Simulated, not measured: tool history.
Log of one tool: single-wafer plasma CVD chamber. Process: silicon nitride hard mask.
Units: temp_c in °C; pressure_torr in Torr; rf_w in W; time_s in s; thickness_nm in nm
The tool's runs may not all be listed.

{"run": 1, "hour": 0.0, "temp_c": 395, "pressure_torr": 2.07, "rf_w": 310, "time_s": 32.9, "thickness_nm": 43.539}
{"run": 2, "hour": 7.5, "temp_c": 395, "pressure_torr": 2.07, "rf_w": 345, "time_s": 32.9, "thickness_nm": 45.948}
{"run": 3, "hour": 12.5, "temp_c": 401, "pressure_torr": 2.07, "rf_w": 345, "time_s": 32.9, "thickness_nm": 46.036}
{"run": 4, "hour": 19.2, "temp_c": 401, "pressure_torr": 1.95, "rf_w": 330, "time_s": 32.9, "thickness_nm": 44.191}
{"run": 5, "hour": 24.3, "temp_c": 401, "pressure_torr": 1.95, "rf_w": 350, "time_s": 32.9, "thickness_nm": 45.56}
{"run": 6, "hour": 25.1, "temp_c": 401, "pressure_torr": 1.95, "rf_w": 350, "time_s": 32.9, "thickness_nm": 45.582}
{"run": 7, "hour": 30.1, "temp_c": 401, "pressure_torr": 1.95, "rf_w": 350, "time_s": 32.9, "thickness_nm": 45.615}

Run 8 comes next. What will it give?
{"run": 8, "hour": 32.5, "temp_c": 401, "pressure_torr": 1.85, "rf_w": 335, "time_s": 32.9, "thickness_nm": "?"}

thickness_nm: 43.793 nm
